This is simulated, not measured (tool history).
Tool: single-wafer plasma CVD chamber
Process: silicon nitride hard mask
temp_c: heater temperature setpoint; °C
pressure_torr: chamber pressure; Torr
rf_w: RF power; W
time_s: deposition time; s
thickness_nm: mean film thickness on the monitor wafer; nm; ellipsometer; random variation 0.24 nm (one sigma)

{"run": 1, "day": 0.0, "temp_c": 385, "pressure_torr": 1.14, "rf_w": 380, "time_s": 62.3, "thickness_nm": 82.371}
{"run": 2, "day": 0.125, "temp_c": 385, "pressure_torr": 1.08, "rf_w": 380, "time_s": 62.3, "thickness_nm": 80.241}
{"run": 3, "day": 0.254, "temp_c": 385, "pressure_torr": 1.08, "rf_w": 380, "time_s": 64.3, "thickness_nm": 82.887}
{"run": 4, "day": 0.412, "temp_c": 385, "pressure_torr": 1.08, "rf_w": 380, "time_s": 64.3, "thickness_nm": 82.863}
{"run": 5, "day": 0.562, "temp_c": 385, "pressure_torr": 1.03, "rf_w": 380, "time_s": 64.3, "thickness_nm": 81.494}
{"run": 6, "day": 0.65, "temp_c": 380, "pressure_torr": 1.03, "rf_w": 380, "time_s": 64.3, "thickness_nm": 82.173}
{"day": 0.979, "done": "RF generator calibrated"}
{"run": 7, "day": 0.979, "temp_c": 381, "pressure_torr": 0.98, "rf_w": 380, "time_s": 64.3, "thickness_nm": 82.684}
{"run": 8, "day": 1.046, "temp_c": 384, "pressure_torr": 0.92, "rf_w": 380, "time_s": 64.3, "thickness_nm": 80.689}

Run 9 comes next. What will it give?
{"run": 9, "day": 1.383, "temp_c": 384, "pressure_torr": 0.87, "rf_w": 375, "time_s": 64.3, "thickness_nm": "?"}

{"run 9": {"thickness_nm": 78.544}}
